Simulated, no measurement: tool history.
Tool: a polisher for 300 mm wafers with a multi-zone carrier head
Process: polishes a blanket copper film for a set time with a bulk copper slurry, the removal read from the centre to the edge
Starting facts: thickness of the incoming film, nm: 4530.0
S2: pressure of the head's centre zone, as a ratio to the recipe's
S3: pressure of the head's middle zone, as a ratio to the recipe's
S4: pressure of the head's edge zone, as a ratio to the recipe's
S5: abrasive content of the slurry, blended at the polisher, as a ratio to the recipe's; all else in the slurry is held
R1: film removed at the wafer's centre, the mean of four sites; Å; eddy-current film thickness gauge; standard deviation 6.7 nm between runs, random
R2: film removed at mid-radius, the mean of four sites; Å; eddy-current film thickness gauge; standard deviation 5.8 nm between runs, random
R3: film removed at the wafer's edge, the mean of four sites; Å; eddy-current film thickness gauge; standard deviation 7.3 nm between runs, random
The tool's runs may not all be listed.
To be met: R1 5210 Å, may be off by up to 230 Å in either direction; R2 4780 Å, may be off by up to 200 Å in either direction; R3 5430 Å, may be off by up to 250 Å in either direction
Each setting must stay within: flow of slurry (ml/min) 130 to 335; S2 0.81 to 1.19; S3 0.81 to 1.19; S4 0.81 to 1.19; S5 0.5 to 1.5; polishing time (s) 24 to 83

run 1 hour=0 | flow_of_slurry_(ml/min)=215 S2=1 S3=1 S4=1 S5=1 polishing_time_(s)=53 | R1=3883.5 R2=4075 R3=4058.8
run 2 hour=0.9 | flow_of_slurry_(ml/min)=215 S2=0.94 S3=1 S4=1 S5=1 polishing_time_(s)=53 | R1=3665.1 R2=4071 R3=4127.9
run 3 hour=9.8 | flow_of_slurry_(ml/min)=215 S2=0.95 S3=0.99 S4=1.01 S5=1.05 polishing_time_(s)=54 | R1=3835.5 R2=4066.9 R3=4233.2
run 4 hour=14.7 | flow_of_slurry_(ml/min)=215 S2=0.96 S3=0.99 S4=1.02 S5=1.1 polishing_time_(s)=55 | R1=4037.4 R2=4319.7 R3=4324.2
run 5 hour=23.6 | flow_of_slurry_(ml/min)=215 S2=0.96 S3=0.99 S4=1.1 S5=1.1 polishing_time_(s)=55 | R1=3948.3 R2=4330.2 R3=4568.8
run 6 hour=32.2 | flow_of_slurry_(ml/min)=215 S2=0.97 S3=0.98 S4=1.11 S5=1.15 polishing_time_(s)=55 | R1=4074.4 R2=4227.1 R3=4717.2
run 7 hour=37.7 | flow_of_slurry_(ml/min)=255 S2=1.07 S3=1.07 S4=1.15 S5=1.4 polishing_time_(s)=57 | R1=5068.6 R2=5080 R3=5355.3
run 8 hour=43.6 | flow_of_slurry_(ml/min)=255 S2=1.07 S3=1.06 S4=1.15 S5=1.4 polishing_time_(s)=57 | R1=5119.8 R2=5060.2 R3=5233.8

Below are 5 possible settings for the next run. Only one of them brings all results inside the allowed miss of their targets. Which is it?
run A hour=49.5 | flow_of_slurry_(ml/min)=280 S2=1.02 S3=1.19 S4=1.02 S5=1.5 polishing_time_(s)=56 | R1=? R2=? R3=?
run B hour=49.5 | flow_of_slurry_(ml/min)=335 S2=1.13 S3=1.18 S4=1.08 S5=1.45 polishing_time_(s)=54 | R1=? R2=? R3=?
run C hour=49.5 | flow_of_slurry_(ml/min)=260 S2=1.08 S3=1.03 S4=0.86 S5=1.5 polishing_time_(s)=60 | R1=? R2=? R3=?
run D hour=49.5 | flow_of_slurry_(ml/min)=245 S2=1.09 S3=0.98 S4=1.19 S5=1.35 polishing_time_(s)=58 | R1=? R2=? R3=?
run E hour=49.5 | flow_of_slurry_(ml/min)=270 S2=1.01 S3=1.1 S4=1.16 S5=1.15 polishing_time_(s)=62 | R1=? R2=? R3=?

move=A R1=4987.3 R2=5671.6 R3=5011.9
move=B R1=5379.7 R2=5467.3 R3=4979.4
move=C R1=5608 R2=5365.6 R3=4969.4
move=D R1=5282.8 R2=4816.2 R3=5387
move=E R1=5071.6 R2=5468 R3=5483.2
A: moves away from the targets compared with the last run
B: moves away from the targets compared with the last run
C: moves away from the targets compared with the last run
D: hits every target within its allowed miss
E: moves away from the targets compared with the last run
D is the move that brings every result within its allowed miss.
